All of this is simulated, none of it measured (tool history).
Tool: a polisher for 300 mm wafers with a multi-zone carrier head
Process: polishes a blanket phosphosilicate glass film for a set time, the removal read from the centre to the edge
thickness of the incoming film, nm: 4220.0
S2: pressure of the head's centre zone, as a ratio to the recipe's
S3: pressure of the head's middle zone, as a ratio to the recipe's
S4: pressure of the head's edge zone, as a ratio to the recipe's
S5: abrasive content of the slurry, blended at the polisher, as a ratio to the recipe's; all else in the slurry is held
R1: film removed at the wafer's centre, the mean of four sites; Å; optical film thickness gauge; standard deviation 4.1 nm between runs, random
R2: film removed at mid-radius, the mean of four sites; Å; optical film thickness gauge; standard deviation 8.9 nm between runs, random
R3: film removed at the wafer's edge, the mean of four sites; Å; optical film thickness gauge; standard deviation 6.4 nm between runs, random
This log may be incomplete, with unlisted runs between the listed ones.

Run 1, hour 0: flow of slurry (ml/min) 275, S2 1, S3 1, S4 1, S5 1, polishing time (s) 75. Result: R1 7670.8 Å, R2 7675.9 Å, R3 7913.8 Å.
Run 2, hour 0.7: flow of slurry (ml/min) 275, S2 1, S3 1, S4 1, S5 0.9, polishing time (s) 75. Result: R1 7216.3 Å, R2 6931 Å, R3 7289.2 Å.
Run 3, hour 9.3: flow of slurry (ml/min) 270, S2 0.98, S3 1, S4 0.95, S5 0.85, polishing time (s) 75. Result: R1 6745 Å, R2 6711.7 Å, R3 6728.6 Å.
Run 4, hour 14.7: flow of slurry (ml/min) 270, S2 0.98, S3 1, S4 0.95, S5 0.95, polishing time (s) 75. Result: R1 7319.6 Å, R2 7244.1 Å, R3 7314.5 Å.
Run 5, hour 15.6: flow of slurry (ml/min) 265, S2 0.95, S3 0.98, S4 0.91, S5 0.9, polishing time (s) 75. Result: R1 6805.2 Å, R2 6860.3 Å, R3 6940 Å.
Run 6, hour 21.6: flow of slurry (ml/min) 265, S2 0.95, S3 0.98, S4 0.91, S5 0.75, polishing time (s) 75. Result: R1 5810.6 Å, R2 5856.1 Å, R3 6099.1 Å.
At hour 24.3: edge zone pressure recalibrated.
Run 7, hour 24.3: flow of slurry (ml/min) 280, S2 0.96, S3 0.99, S4 0.9, S5 0.75, polishing time (s) 75. Result: R1 5933.9 Å, R2 5798.8 Å, R3 5721 Å.

What does the tool deliver on the next run?
Run 8, hour 27.5: flow of slurry (ml/min) 270, S2 0.97, S3 1, S4 0.91, S5 0.75, polishing time (s) 75. Result: R1 ?, R2 ?, R3 ?.

Run 8 yielded R1 6000.5 Å, R2 6100.1 Å, R3 5803 Å.
